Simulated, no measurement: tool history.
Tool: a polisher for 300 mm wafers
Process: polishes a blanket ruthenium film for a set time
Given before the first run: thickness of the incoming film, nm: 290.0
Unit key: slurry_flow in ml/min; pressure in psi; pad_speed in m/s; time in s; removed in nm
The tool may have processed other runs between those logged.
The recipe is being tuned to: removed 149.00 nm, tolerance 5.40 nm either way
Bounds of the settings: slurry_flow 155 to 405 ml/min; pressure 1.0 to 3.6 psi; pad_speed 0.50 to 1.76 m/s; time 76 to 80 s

run  hour  slurry_flow  pressure  pad_speed  time  removed
  1   0.0          260       2.3       1.12    76   120.02
  2   2.3          260       2.4       1.12    76   124.90
  3   7.6          285       2.4       1.12    76   124.77
  4  14.5          285       2.4       1.12    80   131.16
  5  16.4          285       2.5       1.12    80   132.64
  6  24.2          285       2.5       1.02    80   125.45
  7  28.4          285       2.6       1.02    80   129.01
  8  33.4          285       2.7       1.02    80   134.07

Consider the 4 candidate settings below. Which is the only one whose results all fall within their allowed miss of target?
  A  38.4          405       2.5       0.96    80        ?
  B  38.4          245       2.8       0.98    76        ?
  C  38.4          270       2.2       1.42    80        ?
  D  38.4          305       2.5       1.14    78        ?

move  removed
   A   124.19
   B   125.44
   C   147.58
   D   134.85
A: misses by more than the last run did
B: misses by more than the last run did
C: all results land within tolerance of their targets
D: closes in on the targets versus the last run, not all within tolerance yet
The right move is C.

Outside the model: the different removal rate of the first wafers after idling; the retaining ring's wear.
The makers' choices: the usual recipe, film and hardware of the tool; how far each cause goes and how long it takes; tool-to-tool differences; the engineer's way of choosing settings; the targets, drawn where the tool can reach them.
